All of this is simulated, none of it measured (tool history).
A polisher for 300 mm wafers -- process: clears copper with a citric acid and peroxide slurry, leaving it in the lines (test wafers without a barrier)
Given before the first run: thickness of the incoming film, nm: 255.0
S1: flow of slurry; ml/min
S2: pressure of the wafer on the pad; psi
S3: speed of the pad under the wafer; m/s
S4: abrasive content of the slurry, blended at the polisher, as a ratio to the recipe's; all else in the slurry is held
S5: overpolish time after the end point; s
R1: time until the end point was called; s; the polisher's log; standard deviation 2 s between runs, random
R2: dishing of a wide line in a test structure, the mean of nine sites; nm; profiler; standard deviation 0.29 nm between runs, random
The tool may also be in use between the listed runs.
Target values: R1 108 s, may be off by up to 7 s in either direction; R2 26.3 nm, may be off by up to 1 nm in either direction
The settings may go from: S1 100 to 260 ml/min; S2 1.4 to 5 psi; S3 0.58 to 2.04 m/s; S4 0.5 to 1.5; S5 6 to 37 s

Run 1, hour 0: S1 165 ml/min, S2 3.2 psi, S3 1.3 m/s, S4 1, S5 19 s. Result: R1 81.48 s, R2 43.385 nm.
Run 2, hour 0.9: S1 165 ml/min, S2 3.2 psi, S3 1.3 m/s, S4 1, S5 24 s. Result: R1 80.134 s, R2 54.641 nm.
Run 3, hour 2: S1 165 ml/min, S2 3.2 psi, S3 1.08 m/s, S4 1, S5 24 s. Result: R1 97.817 s, R2 45.642 nm.
Run 4, hour 5.7: S1 165 ml/min, S2 3.2 psi, S3 1.2 m/s, S4 1, S5 24 s. Result: R1 84.911 s, R2 51.084 nm.
Run 5, hour 11.9: S1 170 ml/min, S2 3.1 psi, S3 1.2 m/s, S4 1, S5 22 s. Result: R1 90.046 s, R2 44.838 nm.
Run 6, hour 15.5: S1 205 ml/min, S2 3.1 psi, S3 1.2 m/s, S4 1, S5 22 s. Result: R1 86.362 s, R2 46.707 nm.
Run 7, hour 19.5: S1 210 ml/min, S2 3 psi, S3 1.2 m/s, S4 1, S5 21 s. Result: R1 86.17 s, R2 42.959 nm.
Run 8, hour 24.4: S1 215 ml/min, S2 2.8 psi, S3 1.2 m/s, S4 1, S5 20 s. Result: R1 93.892 s, R2 38.399 nm.
Run 9, hour 29.5: S1 220 ml/min, S2 2.7 psi, S3 1.2 m/s, S4 1, S5 19 s. Result: R1 98.17 s, R2 35.424 nm.
Run 10, hour 32.4: S1 225 ml/min, S2 2.7 psi, S3 1.2 m/s, S4 1, S5 18 s. Result: R1 96.208 s, R2 35.228 nm.
Run 11, hour 36.6: S1 180 ml/min, S2 2.4 psi, S3 1.2 m/s, S4 1, S5 13 s. Result: R1 115.01 s, R2 22.493 nm.

Which one of the following 5 next-run settings gets every result inside its allowed miss? There is exactly one.
Run A, hour 40.8: S1 180 ml/min, S2 2.6 psi, S3 1.2 m/s, S4 0.9, S5 15 s. Result: R1 ?, R2 ?.
Run B, hour 40.8: S1 210 ml/min, S2 2.2 psi, S3 1.28 m/s, S4 1.1, S5 17 s. Result: R1 ?, R2 ?.
Run C, hour 40.8: S1 155 ml/min, S2 2.8 psi, S3 1.04 m/s, S4 1.25, S5 13 s. Result: R1 ?, R2 ?.
Run D, hour 40.8: S1 225 ml/min, S2 3.2 psi, S3 0.74 m/s, S4 1.15, S5 18 s. Result: R1 ?, R2 ?.
Run E, hour 40.8: S1 205 ml/min, S2 2.5 psi, S3 1.06 m/s, S4 1.25, S5 11 s. Result: R1 ?, R2 ?.

move      R1      R2
   A  109.76  26.647
   B  111.72  29.188
   C  109.52  23.452
   D  128.96  27.384
   E  114.65  19.151
A: every result lands within tolerance
B: pushes the last run's worst result past its target
C: closes in on the targets versus the last run, not all within tolerance yet
D: pushes the last run's worst result past its target
E: its largest miss is bigger than the last run's
A meets every target.
